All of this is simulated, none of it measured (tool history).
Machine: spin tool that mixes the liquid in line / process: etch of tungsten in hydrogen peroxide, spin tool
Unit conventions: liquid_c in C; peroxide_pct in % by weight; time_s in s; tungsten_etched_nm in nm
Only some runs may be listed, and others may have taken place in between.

Run 1, hour 0: liquid_c 47 C, peroxide_pct 18.5 % by weight, time_s 15 s. Result: tungsten_etched_nm 17.624 nm.
Run 2, hour 5.3: liquid_c 47 C, peroxide_pct 15.5 % by weight, time_s 15 s. Result: tungsten_etched_nm 16.094 nm.
Run 3, hour 7.6: liquid_c 45.5 C, peroxide_pct 15.5 % by weight, time_s 15 s. Result: tungsten_etched_nm 14.692 nm.
Run 4, hour 14.8: liquid_c 44.5 C, peroxide_pct 15.5 % by weight, time_s 15 s. Result: tungsten_etched_nm 13.822 nm.
Run 5, hour 18: liquid_c 43.5 C, peroxide_pct 15.5 % by weight, time_s 15 s. Result: tungsten_etched_nm 12.946 nm.
Run 6, hour 24.3: liquid_c 43.5 C, peroxide_pct 15.5 % by weight, time_s 15 s. Result: tungsten_etched_nm 12.854 nm.
Run 7, hour 30.5: liquid_c 43 C, peroxide_pct 15.5 % by weight, time_s 15 s. Result: tungsten_etched_nm 12.476 nm.

Predict the results of run 8:
Run 8, hour 32.9: liquid_c 42.5 C, peroxide_pct 15.5 % by weight, time_s 15 s. Result: tungsten_etched_nm ?.

Run 8 yielded tungsten_etched_nm 12.061 nm.
